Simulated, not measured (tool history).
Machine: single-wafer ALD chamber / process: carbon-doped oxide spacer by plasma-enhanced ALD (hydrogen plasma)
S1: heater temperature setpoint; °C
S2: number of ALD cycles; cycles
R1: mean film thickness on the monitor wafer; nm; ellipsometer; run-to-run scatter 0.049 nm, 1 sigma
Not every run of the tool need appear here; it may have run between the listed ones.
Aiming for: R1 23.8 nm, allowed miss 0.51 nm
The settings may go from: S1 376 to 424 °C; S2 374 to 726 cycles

Run 1, day 0: S1 400 °C, S2 550 cycles. Result: R1 29.099 nm.
Run 2, day 0.171: S1 400 °C, S2 532 cycles. Result: R1 28.299 nm.
Run 3, day 0.271: S1 409 °C, S2 532 cycles. Result: R1 27.502 nm.
Run 4, day 0.433: S1 410 °C, S2 520 cycles. Result: R1 26.827 nm.
Run 5, day 0.662: S1 411 °C, S2 510 cycles. Result: R1 26.322 nm.
Run 6, day 0.792: S1 417 °C, S2 510 cycles. Result: R1 25.901 nm.
Run 7, day 0.883: S1 420 °C, S2 458 cycles. Result: R1 23.003 nm.
Run 8, day 0.979: S1 419 °C, S2 460 cycles. Result: R1 23.258 nm.
Run 9, day 1.15: S1 419 °C, S2 461 cycles. Result: R1 23.277 nm.

Below are 4 possible settings for the next run. Only one of them brings all results inside the allowed miss of their targets. Which is it?
Run A, day 1.321: S1 424 °C, S2 460 cycles. Result: R1 ?.
Run B, day 1.321: S1 423 °C, S2 480 cycles. Result: R1 ?.
Run C, day 1.321: S1 424 °C, S2 449 cycles. Result: R1 ?.
Run D, day 1.321: S1 415 °C, S2 446 cycles. Result: R1 ?.

move      R1
   A  22.912
   B  23.976
   C  22.364
   D  22.778
A: misses by more than the last run did
B: every result within its allowed miss
C: misses by more than the last run did
D: misses by more than the last run did
So the answer is move B, the one that meets all the targets.
